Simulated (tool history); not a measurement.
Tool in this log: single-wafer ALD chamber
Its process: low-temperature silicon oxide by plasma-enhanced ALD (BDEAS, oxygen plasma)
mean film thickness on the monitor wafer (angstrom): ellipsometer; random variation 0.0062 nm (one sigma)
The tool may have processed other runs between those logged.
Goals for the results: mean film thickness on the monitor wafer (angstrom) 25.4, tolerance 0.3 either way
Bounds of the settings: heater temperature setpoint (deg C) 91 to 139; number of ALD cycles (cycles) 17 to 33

run  hour  heater temperature setpoint (deg C)  number of ALD cycles (cycles)  mean film thickness on the monitor wafer (angstrom)
  1     0                                  115                             25                                               32.862
  2   1.2                                  117                             24                                               31.414
  3   6.9                                  112                             24                                               31.747
  4  15.1                                  114                             23                                               30.403
  5    21                                  114                             21                                                27.71
  6  22.7                                  116                             21                                               27.491
  7  28.2                                  118                             21                                               27.476
  8  31.2                                  120                             21                                               27.365
  9    38                                  122                             21                                               27.162

Exactly one of the 4 candidate moves below puts every result within its allowed miss. Which one?
  A  44.8                                  134                             20                                                    ?
  B  44.8                                  134                             22                                                    ?
  C  44.8                                  120                             19                                                    ?
  D  44.8                                  124                             22                                                    ?

move  mean film thickness on the monitor wafer (angstrom)
   A                                               25.406
   B                                               27.947
   C                                               24.855
   D                                               28.541
A: all results land within tolerance of their targets
B: its largest miss is bigger than the last run's
C: moves the result that the last run missed by most past its target, out the other side
D: its largest miss is bigger than the last run's
Move A is the one to make.

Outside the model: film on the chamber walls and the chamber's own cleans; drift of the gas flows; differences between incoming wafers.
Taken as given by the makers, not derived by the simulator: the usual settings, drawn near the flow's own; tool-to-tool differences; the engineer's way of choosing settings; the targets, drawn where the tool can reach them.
